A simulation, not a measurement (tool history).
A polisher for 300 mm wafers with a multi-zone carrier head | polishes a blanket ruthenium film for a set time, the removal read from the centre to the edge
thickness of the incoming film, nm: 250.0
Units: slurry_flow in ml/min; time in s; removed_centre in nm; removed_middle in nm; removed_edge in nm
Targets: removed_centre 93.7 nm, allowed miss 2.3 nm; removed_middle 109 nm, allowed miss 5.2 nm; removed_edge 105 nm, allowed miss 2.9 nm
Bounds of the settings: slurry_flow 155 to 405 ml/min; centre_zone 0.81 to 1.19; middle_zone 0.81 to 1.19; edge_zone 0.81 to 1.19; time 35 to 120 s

run	day	slurry_flow	centre_zone	middle_zone	edge_zone	time	removed_centre	removed_middle	removed_edge
1	0	260	1	1	1	77	76.434	73.584	74.44
2	0.317	260	1	1	1	60	59.048	58.562	58.302
3	0.525	260	0.99	1.02	1.02	66	64.804	63.972	64.968
4	0.85	265	0.97	1.05	1.02	71	67.781	70.554	70.808
5	1.033	275	0.97	1.07	1.03	75	72.609	76.152	74.877
6	1.362	300	0.97	1.07	1.03	75	73.263	77.912	75.577
7	1.508	305	0.97	1.09	1.05	78	76.822	81.494	79.587
8	1.788	310	0.96	1.11	1.06	81	78.939	85.945	82.618
9	2.125	310	0.95	1.12	1.07	83	80.249	87.965	83.967
10	2.146	320	0.94	1.13	1.08	85	81.394	91.699	87.787
11	2.517	325	0.94	1.14	1.09	87	83.402	94.025	90.869

5 next moves are on the table. One of them brings every result within its allowed miss. Which?
A	2.888	305	0.92	1.1	1.15	77	?	?	?
B	2.888	330	1.16	1.09	1.09	78	?	?	?
C	2.888	280	0.89	1.04	1.19	79	?	?	?
D	2.888	325	0.96	1.12	1.17	70	?	?	?
E	2.888	330	0.89	1.1	1.04	102	?	?	?

move	removed_centre	removed_middle	removed_edge
A	71.292	82.104	82.003
B	92.19	83.222	81.426
C	69.81	79.395	84.981
D	68.254	76.379	75.642
E	92.317	109.85	104.01
A: further off than the last run
B: further off than the last run
C: further off than the last run
D: further off than the last run
E: meets every target
Answer: E

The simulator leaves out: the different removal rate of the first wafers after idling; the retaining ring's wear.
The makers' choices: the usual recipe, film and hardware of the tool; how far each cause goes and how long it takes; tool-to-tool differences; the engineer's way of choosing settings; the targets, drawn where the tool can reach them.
